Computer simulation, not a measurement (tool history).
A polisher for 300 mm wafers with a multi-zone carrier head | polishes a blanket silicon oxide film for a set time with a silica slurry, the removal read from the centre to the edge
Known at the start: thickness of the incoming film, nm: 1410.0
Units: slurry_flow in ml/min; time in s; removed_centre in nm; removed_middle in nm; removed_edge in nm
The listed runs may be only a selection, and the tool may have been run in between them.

{"run": 1, "day": 0.0, "slurry_flow": 175, "centre_zone": 1.0, "middle_zone": 1.0, "edge_zone": 1.0, "slurry_solids": 1.0, "time": 77, "removed_centre": 332.04, "removed_middle": 328.63, "removed_edge": 313.55}
{"run": 2, "day": 0.267, "slurry_flow": 200, "centre_zone": 1.0, "middle_zone": 1.0, "edge_zone": 1.0, "slurry_solids": 1.0, "time": 77, "removed_centre": 330.47, "removed_middle": 335.75, "removed_edge": 318.85}
{"run": 3, "day": 0.312, "slurry_flow": 200, "centre_zone": 1.0, "middle_zone": 1.0, "edge_zone": 1.0, "slurry_solids": 1.0, "time": 63, "removed_centre": 271.01, "removed_middle": 277.45, "removed_edge": 258.94}
{"run": 4, "day": 0.683, "slurry_flow": 205, "centre_zone": 1.01, "middle_zone": 1.03, "edge_zone": 1.03, "slurry_solids": 1.05, "time": 63, "removed_centre": 281.69, "removed_middle": 289.78, "removed_edge": 269.65}
{"run": 5, "day": 0.917, "slurry_flow": 205, "centre_zone": 1.09, "middle_zone": 1.03, "edge_zone": 1.03, "slurry_solids": 1.05, "time": 63, "removed_centre": 297.9, "removed_middle": 292.95, "removed_edge": 266.98}
{"run": 6, "day": 1.058, "slurry_flow": 205, "centre_zone": 1.09, "middle_zone": 1.03, "edge_zone": 1.03, "slurry_solids": 0.9, "time": 63, "removed_centre": 281.91, "removed_middle": 273.35, "removed_edge": 255.1}
{"run": 7, "day": 1.117, "slurry_flow": 210, "centre_zone": 1.08, "middle_zone": 1.05, "edge_zone": 1.05, "slurry_solids": 1.0, "time": 63, "removed_centre": 295.13, "removed_middle": 290.21, "removed_edge": 262.78}

Predict the results of run 8:
{"run": 8, "day": 1.2, "slurry_flow": 210, "centre_zone": 1.05, "middle_zone": 1.06, "edge_zone": 1.06, "slurry_solids": 1.1, "time": 64, "removed_centre": "?", "removed_middle": "?", "removed_edge": "?"}

removed_centre: 304.29 nm
removed_middle: 307.11 nm
removed_edge: 282.26 nm
